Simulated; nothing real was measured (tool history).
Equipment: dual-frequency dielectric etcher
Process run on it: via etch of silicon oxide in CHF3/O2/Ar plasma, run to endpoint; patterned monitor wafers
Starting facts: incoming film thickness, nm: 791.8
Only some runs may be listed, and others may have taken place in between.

Run 1, hour 0.0: source power (W) 650, bias power (W) 140. Result: endpoint time (s) 429.43.
Run 2, hour 1.5: source power (W) 590, bias power (W) 135. Result: endpoint time (s) 456.76.
Run 3, hour 9.1: source power (W) 680, bias power (W) 135. Result: endpoint time (s) 425.89.
Run 4, hour 14.9: source power (W) 610, bias power (W) 135. Result: endpoint time (s) 452.64.
Run 5, hour 15.9: source power (W) 720, bias power (W) 135. Result: endpoint time (s) 418.91.
Run 6, hour 18.7: source power (W) 640, bias power (W) 135. Result: endpoint time (s) 440.39.
Run 7, hour 26.9: source power (W) 640, bias power (W) 135. Result: endpoint time (s) 437.69.
Run 8, hour 30.2: source power (W) 590, bias power (W) 132. Result: endpoint time (s) 464.25.

What does the tool deliver on the next run?
Run 9, hour 34.5: source power (W) 570, bias power (W) 131. Result: endpoint time (s) ?.

Run 9 gave endpoint time (s) 469.19.
